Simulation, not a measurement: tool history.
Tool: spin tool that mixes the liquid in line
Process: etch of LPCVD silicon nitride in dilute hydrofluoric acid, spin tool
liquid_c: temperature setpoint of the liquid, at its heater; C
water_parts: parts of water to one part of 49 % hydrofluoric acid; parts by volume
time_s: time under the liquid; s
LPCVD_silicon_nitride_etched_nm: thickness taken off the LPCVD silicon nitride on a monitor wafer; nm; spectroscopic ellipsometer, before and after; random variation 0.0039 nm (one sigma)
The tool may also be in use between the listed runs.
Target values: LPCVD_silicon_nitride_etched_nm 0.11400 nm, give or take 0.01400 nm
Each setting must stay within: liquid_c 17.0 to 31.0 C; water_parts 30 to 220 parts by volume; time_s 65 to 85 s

run,hour,liquid_c,water_parts,time_s,LPCVD_silicon_nitride_etched_nm
1,0.0,23.0,125,85,0.34586
2,4.4,22.5,135,80,0.29760
3,12.3,22.0,145,80,0.24487
4,14.3,22.0,145,85,0.25368
5,21.9,21.5,150,85,0.24530
6,29.1,19.0,150,85,0.20323
7,36.9,19.0,155,85,0.20042
8,43.2,19.0,160,85,0.18539

Consider the 4 candidate settings below. Which is the only one whose results all fall within their allowed miss of target?
A,49.5,20.0,125,85,?
B,49.5,24.5,130,85,?
C,49.5,19.0,175,65,?
D,49.5,18.0,190,65,?

move,LPCVD_silicon_nitride_etched_nm
A,0.26670
B,0.34551
C,0.13750
D,0.11878
A: moves away from the targets compared with the last run
B: moves away from the targets compared with the last run
C: closer than the last run, but not yet in spec
D: all results in spec
The move that meets every target is D.
